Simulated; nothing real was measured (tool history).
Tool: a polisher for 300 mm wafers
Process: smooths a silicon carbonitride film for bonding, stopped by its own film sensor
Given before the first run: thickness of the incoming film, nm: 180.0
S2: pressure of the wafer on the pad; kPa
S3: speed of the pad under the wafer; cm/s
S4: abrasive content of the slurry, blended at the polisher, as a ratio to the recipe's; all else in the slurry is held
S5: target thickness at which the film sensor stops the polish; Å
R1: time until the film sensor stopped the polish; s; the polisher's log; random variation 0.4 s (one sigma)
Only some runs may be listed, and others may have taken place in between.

run 1 hour=0 | flow_of_slurry_(ml/min)=255 S2=18.6 S3=88 S4=1 S5=1660 | R1=48.804
run 2 hour=2.1 | flow_of_slurry_(ml/min)=255 S2=18.6 S3=88 S4=1.2 S5=1660 | R1=45.951
run 3 hour=9 | flow_of_slurry_(ml/min)=255 S2=18.6 S3=88 S4=1.2 S5=1670 | R1=42.587
run 4 hour=14.9 | flow_of_slurry_(ml/min)=255 S2=20 S3=88 S4=1.2 S5=1670 | R1=39.9
run 5 hour=17.6 | flow_of_slurry_(ml/min)=255 S2=20 S3=88 S4=1.05 S5=1670 | R1=42.038
run 6 hour=24.4 | flow_of_slurry_(ml/min)=255 S2=21.4 S3=88 S4=1.05 S5=1670 | R1=39.471
run 7 hour=30.2 | flow_of_slurry_(ml/min)=255 S2=22.8 S3=88 S4=1.05 S5=1670 | R1=36.329

The next listed run, before its measurement:
run 8 hour=32 | flow_of_slurry_(ml/min)=255 S2=23.4 S3=88 S4=1.05 S5=1670 | R1=?

R1: 35.25 s
